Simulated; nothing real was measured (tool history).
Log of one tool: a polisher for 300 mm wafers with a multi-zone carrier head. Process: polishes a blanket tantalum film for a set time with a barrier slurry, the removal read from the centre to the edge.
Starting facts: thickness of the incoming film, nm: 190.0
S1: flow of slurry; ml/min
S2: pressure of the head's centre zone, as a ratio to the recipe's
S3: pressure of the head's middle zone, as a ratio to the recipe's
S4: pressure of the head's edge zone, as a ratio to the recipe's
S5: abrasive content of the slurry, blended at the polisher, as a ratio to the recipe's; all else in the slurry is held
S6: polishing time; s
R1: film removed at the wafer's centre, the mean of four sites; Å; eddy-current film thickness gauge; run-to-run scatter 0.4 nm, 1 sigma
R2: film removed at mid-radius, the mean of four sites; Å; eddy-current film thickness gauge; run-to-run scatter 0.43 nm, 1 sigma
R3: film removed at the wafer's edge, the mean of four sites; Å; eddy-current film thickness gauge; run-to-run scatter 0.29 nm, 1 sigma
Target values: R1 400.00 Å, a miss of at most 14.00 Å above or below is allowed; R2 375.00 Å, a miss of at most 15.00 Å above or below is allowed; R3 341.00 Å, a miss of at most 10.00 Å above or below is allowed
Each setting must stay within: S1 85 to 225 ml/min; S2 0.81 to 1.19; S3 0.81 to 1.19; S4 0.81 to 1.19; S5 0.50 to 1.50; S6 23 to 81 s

run,hour,S1,S2,S3,S4,S5,S6,R1,R2,R3
1,0.0,145,1.00,1.00,1.00,1.00,52,440.60,455.45,452.67
2,2.6,145,1.00,1.00,1.00,0.80,52,403.81,410.47,402.91
3,10.0,145,1.00,0.95,1.00,0.80,52,399.70,395.04,405.44
4,12.0,135,1.02,0.96,0.95,0.75,52,385.73,376.13,376.60
5,17.7,135,1.02,0.96,1.00,0.75,52,386.74,376.44,381.37
6,25.4,130,1.04,0.98,0.98,0.75,52,386.44,381.81,381.99
7,30.4,130,1.07,0.99,0.94,0.70,52,379.13,371.19,351.48
8,31.7,135,1.09,0.99,0.93,0.70,52,387.89,371.01,351.40

Of the 5 settings listed for the next run, only one would bring every result within its allowed miss of target. Which one?
A,33.0,150,1.11,1.00,0.82,0.65,54,?,?,?
B,33.0,115,1.09,0.85,0.88,0.65,60,?,?,?
C,33.0,170,1.19,0.95,0.89,0.75,47,?,?,?
D,33.0,140,1.14,1.03,0.99,0.65,54,?,?,?
E,33.0,165,1.11,1.03,0.92,0.65,56,?,?,?

move,R1,R2,R3
A,392.22,374.22,345.18
B,397.25,340.20,375.04
C,417.30,355.39,349.12
D,395.78,377.84,362.59
E,415.57,405.49,376.09
A: each result inside its tolerance
B: moves away from the targets compared with the last run
C: puts the biggest miss on target and leaves a different result outside tolerance
D: moves away from the targets compared with the last run
E: moves away from the targets compared with the last run
The move that meets every target is A.
